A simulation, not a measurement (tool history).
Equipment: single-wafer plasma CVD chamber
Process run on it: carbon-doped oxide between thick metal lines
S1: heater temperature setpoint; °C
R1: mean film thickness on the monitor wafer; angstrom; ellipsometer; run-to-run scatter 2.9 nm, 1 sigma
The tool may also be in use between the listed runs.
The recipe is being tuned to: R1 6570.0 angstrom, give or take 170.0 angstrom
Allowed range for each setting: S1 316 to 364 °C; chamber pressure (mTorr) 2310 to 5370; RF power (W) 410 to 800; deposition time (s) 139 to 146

run 1 hour=0.0 | S1=340 chamber_pressure_(mTorr)=3840 RF_power_(W)=605 deposition_time_(s)=146 | R1=8111.2
run 2 hour=1.3 | S1=340 chamber_pressure_(mTorr)=3790 RF_power_(W)=590 deposition_time_(s)=146 | R1=8032.7
run 3 hour=1.9 | S1=340 chamber_pressure_(mTorr)=3790 RF_power_(W)=590 deposition_time_(s)=146 | R1=8000.8
run 4 hour=6.5 | S1=340 chamber_pressure_(mTorr)=3790 RF_power_(W)=590 deposition_time_(s)=139 | R1=7632.6
run 5 hour=14.2 | S1=340 chamber_pressure_(mTorr)=3320 RF_power_(W)=590 deposition_time_(s)=139 | R1=7538.0
run 6 hour=17.1 | S1=341 chamber_pressure_(mTorr)=3260 RF_power_(W)=580 deposition_time_(s)=139 | R1=7409.3
run 7 hour=19.2 | S1=342 chamber_pressure_(mTorr)=3200 RF_power_(W)=570 deposition_time_(s)=139 | R1=7282.0
run 8 hour=25.9 | S1=350 chamber_pressure_(mTorr)=2560 RF_power_(W)=495 deposition_time_(s)=139 | R1=6257.9
run 9 hour=28.3 | S1=350 chamber_pressure_(mTorr)=2560 RF_power_(W)=495 deposition_time_(s)=139 | R1=6265.7
run 10 hour=34.5 | S1=349 chamber_pressure_(mTorr)=2590 RF_power_(W)=495 deposition_time_(s)=139 | R1=6273.2
run 11 hour=36.2 | S1=349 chamber_pressure_(mTorr)=2620 RF_power_(W)=495 deposition_time_(s)=139 | R1=6268.2
run 12 hour=41.3 | S1=349 chamber_pressure_(mTorr)=2650 RF_power_(W)=495 deposition_time_(s)=139 | R1=6255.2
run 13 hour=41.8 | S1=349 chamber_pressure_(mTorr)=2680 RF_power_(W)=495 deposition_time_(s)=139 | R1=6286.8
run 14 hour=48.5 | S1=349 chamber_pressure_(mTorr)=2700 RF_power_(W)=495 deposition_time_(s)=139 | R1=6281.6
run 15 hour=55.8 | S1=349 chamber_pressure_(mTorr)=2720 RF_power_(W)=495 deposition_time_(s)=139 | R1=6274.4
run 16 hour=57.6 | S1=349 chamber_pressure_(mTorr)=2720 RF_power_(W)=495 deposition_time_(s)=139 | R1=6280.7
run 17 hour=66.2 | S1=349 chamber_pressure_(mTorr)=2740 RF_power_(W)=495 deposition_time_(s)=139 | R1=6329.2

5 candidate next runs follow, results not yet known. Just one meets every target within its allowed miss. Identify it.
run A hour=74.8 | S1=354 chamber_pressure_(mTorr)=2700 RF_power_(W)=520 deposition_time_(s)=143 | R1=?
run B hour=74.8 | S1=350 chamber_pressure_(mTorr)=2580 RF_power_(W)=485 deposition_time_(s)=142 | R1=?
run C hour=74.8 | S1=355 chamber_pressure_(mTorr)=2730 RF_power_(W)=475 deposition_time_(s)=139 | R1=?
run D hour=74.8 | S1=350 chamber_pressure_(mTorr)=3170 RF_power_(W)=475 deposition_time_(s)=139 | R1=?
run E hour=74.8 | S1=363 chamber_pressure_(mTorr)=3010 RF_power_(W)=490 deposition_time_(s)=139 | R1=?

move=A R1=6617.0
move=B R1=6286.1
move=C R1=6002.7
move=D R1=6178.1
move=E R1=6077.9
A: all results land within tolerance of their targets
B: its largest miss is bigger than the last run's
C: its largest miss is bigger than the last run's
D: its largest miss is bigger than the last run's
E: its largest miss is bigger than the last run's
The right move is A.
